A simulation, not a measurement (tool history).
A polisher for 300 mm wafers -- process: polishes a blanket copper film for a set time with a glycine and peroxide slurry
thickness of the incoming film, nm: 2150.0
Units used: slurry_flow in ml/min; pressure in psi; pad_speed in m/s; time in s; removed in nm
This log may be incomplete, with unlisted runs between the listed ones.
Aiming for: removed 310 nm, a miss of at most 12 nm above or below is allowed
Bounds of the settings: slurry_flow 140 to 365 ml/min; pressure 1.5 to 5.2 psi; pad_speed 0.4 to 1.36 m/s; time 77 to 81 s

Run 1, day 0: slurry_flow 235 ml/min, pressure 3.3 psi, pad_speed 0.88 m/s, time 77 s. Result: removed 364.51 nm.
Run 2, day 0.083: slurry_flow 235 ml/min, pressure 3.3 psi, pad_speed 0.88 m/s, time 77 s. Result: removed 367.76 nm.
Run 3, day 0.217: slurry_flow 195 ml/min, pressure 3.3 psi, pad_speed 0.88 m/s, time 77 s. Result: removed 362.5 nm.
Run 4, day 0.292: slurry_flow 195 ml/min, pressure 3.2 psi, pad_speed 0.88 m/s, time 77 s. Result: removed 362.07 nm.
Run 5, day 0.425: slurry_flow 195 ml/min, pressure 3.2 psi, pad_speed 0.88 m/s, time 81 s. Result: removed 378.51 nm.
Run 6, day 0.775: slurry_flow 195 ml/min, pressure 3.2 psi, pad_speed 0.88 m/s, time 81 s. Result: removed 372.33 nm.
Run 7, day 1.096: slurry_flow 195 ml/min, pressure 3.1 psi, pad_speed 0.88 m/s, time 81 s. Result: removed 365.04 nm.
Run 8, day 1.258: slurry_flow 195 ml/min, pressure 3 psi, pad_speed 0.88 m/s, time 81 s. Result: removed 356.76 nm.
Run 9, day 1.379: slurry_flow 195 ml/min, pressure 2.9 psi, pad_speed 0.88 m/s, time 81 s. Result: removed 340.68 nm.
Run 10, day 1.729: slurry_flow 195 ml/min, pressure 2.7 psi, pad_speed 0.88 m/s, time 81 s. Result: removed 326.3 nm.

4 candidate next runs follow, results not yet known. Just one meets every target within its allowed miss. Identify it.
Run A, day 2.079: slurry_flow 140 ml/min, pressure 2.3 psi, pad_speed 1.26 m/s, time 79 s. Result: removed ?.
Run B, day 2.079: slurry_flow 175 ml/min, pressure 2.9 psi, pad_speed 0.98 m/s, time 77 s. Result: removed ?.
Run C, day 2.079: slurry_flow 140 ml/min, pressure 2.4 psi, pad_speed 0.96 m/s, time 81 s. Result: removed ?.
Run D, day 2.079: slurry_flow 190 ml/min, pressure 2.4 psi, pad_speed 1.1 m/s, time 77 s. Result: removed ?.

move  removed
   A   351.83
   B   350.82
   C   303.15
   D   331.49
A: the biggest miss grows against the last run
B: the biggest miss grows against the last run
C: each result inside its tolerance
D: the biggest miss grows against the last run
The right move is C.
